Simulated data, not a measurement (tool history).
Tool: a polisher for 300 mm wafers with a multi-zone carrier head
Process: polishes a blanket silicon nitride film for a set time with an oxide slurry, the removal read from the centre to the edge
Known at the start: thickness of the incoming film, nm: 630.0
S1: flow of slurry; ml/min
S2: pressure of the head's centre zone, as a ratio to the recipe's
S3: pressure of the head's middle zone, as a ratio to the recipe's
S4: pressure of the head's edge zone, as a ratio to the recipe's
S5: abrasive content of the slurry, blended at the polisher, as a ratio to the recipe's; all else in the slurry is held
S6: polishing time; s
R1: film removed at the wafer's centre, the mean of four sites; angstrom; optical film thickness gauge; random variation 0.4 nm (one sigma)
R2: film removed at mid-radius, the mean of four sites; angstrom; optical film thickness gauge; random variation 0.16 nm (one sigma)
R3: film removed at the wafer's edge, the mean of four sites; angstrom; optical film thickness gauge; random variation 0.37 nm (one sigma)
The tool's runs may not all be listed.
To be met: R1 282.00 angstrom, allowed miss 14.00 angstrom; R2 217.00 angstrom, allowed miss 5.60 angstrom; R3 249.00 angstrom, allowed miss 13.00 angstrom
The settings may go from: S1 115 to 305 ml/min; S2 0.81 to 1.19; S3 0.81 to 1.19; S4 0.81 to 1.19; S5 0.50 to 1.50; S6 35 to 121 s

run,hour,S1,S2,S3,S4,S5,S6,R1,R2,R3
1,0.0,195,1.00,1.00,1.00,1.00,78,269.35,281.75,283.82
2,1.9,185,1.04,0.94,0.97,0.95,78,269.92,259.23,271.75
3,7.8,185,1.04,0.94,1.05,0.95,78,280.80,258.06,272.37
4,13.6,185,1.04,0.94,1.05,0.95,66,232.82,215.70,236.01
5,20.5,185,1.04,0.94,1.05,0.85,66,218.83,207.79,221.54
6,22.4,185,1.04,0.94,1.05,0.95,66,236.58,214.88,233.39
7,31.0,195,1.06,0.93,1.06,1.00,66,243.14,222.78,245.49
8,34.7,185,1.10,0.92,1.07,1.00,66,248.15,218.79,239.60
9,43.2,180,1.13,0.90,1.09,1.05,66,257.53,221.70,251.87

5 next moves are on the table. One of them brings every result within its allowed miss. Which?
A,51.7,115,1.04,0.87,1.06,1.30,68,?,?,?
B,51.7,180,1.15,0.97,1.16,1.15,63,?,?,?
C,51.7,170,1.03,0.91,1.11,0.95,72,?,?,?
D,51.7,180,1.05,0.87,1.11,1.30,60,?,?,?
E,51.7,115,1.18,0.85,0.93,0.95,80,?,?,?

move,R1,R2,R3
A,247.73,215.16,261.73
B,271.60,229.85,257.96
C,252.87,227.24,264.51
D,247.58,210.01,253.20
E,290.41,217.81,256.02
A: further off than the last run
B: brings the result that was furthest off to its target, and leaves another outside
C: further off than the last run
D: further off than the last run
E: meets every target
Answer: E

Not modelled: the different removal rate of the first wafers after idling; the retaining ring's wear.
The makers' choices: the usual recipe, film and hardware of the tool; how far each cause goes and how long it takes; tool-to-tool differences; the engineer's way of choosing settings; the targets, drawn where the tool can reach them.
